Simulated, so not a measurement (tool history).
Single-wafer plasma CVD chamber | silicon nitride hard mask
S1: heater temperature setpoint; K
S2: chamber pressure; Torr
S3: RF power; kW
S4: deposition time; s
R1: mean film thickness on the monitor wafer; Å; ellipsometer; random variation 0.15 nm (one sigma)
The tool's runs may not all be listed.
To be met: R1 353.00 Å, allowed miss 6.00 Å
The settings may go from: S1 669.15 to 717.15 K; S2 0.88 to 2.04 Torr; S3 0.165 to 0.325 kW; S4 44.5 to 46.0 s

{"run": 1, "hour": 0.0, "S1": 693.15, "S2": 1.46, "S3": 0.245, "S4": 44.5, "R1": 433.98}
{"run": 2, "hour": 6.7, "S1": 693.15, "S2": 1.36, "S3": 0.24, "S4": 44.5, "R1": 422.42}
{"run": 3, "hour": 7.6, "S1": 693.15, "S2": 1.36, "S3": 0.24, "S4": 44.5, "R1": 425.6}
{"run": 4, "hour": 15.3, "S1": 697.15, "S2": 1.36, "S3": 0.24, "S4": 44.5, "R1": 424.43}
{"run": 5, "hour": 20.5, "S1": 697.15, "S2": 1.28, "S3": 0.23, "S4": 44.5, "R1": 410.57}
{"run": 6, "hour": 29.4, "S1": 697.15, "S2": 1.22, "S3": 0.22, "S4": 44.5, "R1": 397.07}
{"run": 7, "hour": 32.1, "S1": 697.15, "S2": 1.17, "S3": 0.215, "S4": 44.5, "R1": 391.41}
{"hour": 40.2, "done": "capacitance manometer re-zeroed and calibrated"}
{"run": 8, "hour": 40.2, "S1": 697.15, "S2": 1.13, "S3": 0.21, "S4": 44.5, "R1": 378.5}
{"run": 9, "hour": 41.2, "S1": 697.15, "S2": 1.08, "S3": 0.205, "S4": 44.5, "R1": 372.52}
{"run": 10, "hour": 43.2, "S1": 697.15, "S2": 1.05, "S3": 0.205, "S4": 44.5, "R1": 371.28}
{"run": 11, "hour": 45.8, "S1": 697.15, "S2": 1.02, "S3": 0.205, "S4": 44.5, "R1": 370.22}
{"run": 12, "hour": 50.4, "S1": 697.15, "S2": 1.0, "S3": 0.2, "S4": 44.5, "R1": 362.11}
{"run": 13, "hour": 53.1, "S1": 697.15, "S2": 0.98, "S3": 0.2, "S4": 44.5, "R1": 363.61}
{"run": 14, "hour": 58.3, "S1": 697.15, "S2": 0.97, "S3": 0.2, "S4": 44.5, "R1": 363.81}

Which of these 4 next moves meets every target?
{"run": "A", "hour": 63.5, "S1": 708.15, "S2": 1.02, "S3": 0.17, "S4": 45.1, "R1": "?"}
{"run": "B", "hour": 63.5, "S1": 698.15, "S2": 0.96, "S3": 0.18, "S4": 46.0, "R1": "?"}
{"run": "C", "hour": 63.5, "S1": 682.15, "S2": 0.89, "S3": 0.17, "S4": 45.5, "R1": "?"}
{"run": "D", "hour": 63.5, "S1": 694.15, "S2": 1.05, "S3": 0.165, "S4": 44.8, "R1": "?"}

move=A R1=340.15
move=B R1=353.27
move=C R1=337.73
move=D R1=337.11
A: takes the result that was furthest off past its target
B: meets every target
C: takes the result that was furthest off past its target
D: takes the result that was furthest off past its target
Move B is the one to make.

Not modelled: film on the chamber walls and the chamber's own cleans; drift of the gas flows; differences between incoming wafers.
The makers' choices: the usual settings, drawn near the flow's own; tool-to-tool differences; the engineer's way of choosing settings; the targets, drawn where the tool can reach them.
